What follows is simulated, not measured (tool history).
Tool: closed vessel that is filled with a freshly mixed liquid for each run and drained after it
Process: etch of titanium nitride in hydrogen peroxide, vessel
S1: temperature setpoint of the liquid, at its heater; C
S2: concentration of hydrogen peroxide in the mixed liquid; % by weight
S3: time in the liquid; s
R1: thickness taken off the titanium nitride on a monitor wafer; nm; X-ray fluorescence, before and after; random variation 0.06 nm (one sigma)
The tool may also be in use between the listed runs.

| run | day | S1 | S2 | S3 | R1 |
|---|---|---|---|---|---|
| 1 | 0.000 | 52.0 | 20.0 | 70 | 4.4871 |
| 2 | 0.167 | 52.0 | 18.0 | 70 | 4.3442 |
| 3 | 0.425 | 52.0 | 14.0 | 70 | 4.0844 |
| 4 | 0.767 | 54.0 | 14.0 | 70 | 4.8083 |
| 5 | 0.921 | 54.0 | 15.5 | 70 | 4.8766 |
| 6 | 1.254 | 54.0 | 12.0 | 70 | 4.6619 |

Forecast run 7:
| 7 | 1.425 | 55.5 | 12.0 | 70 | ? |

Run 7 gave R1 5.1648 nm.
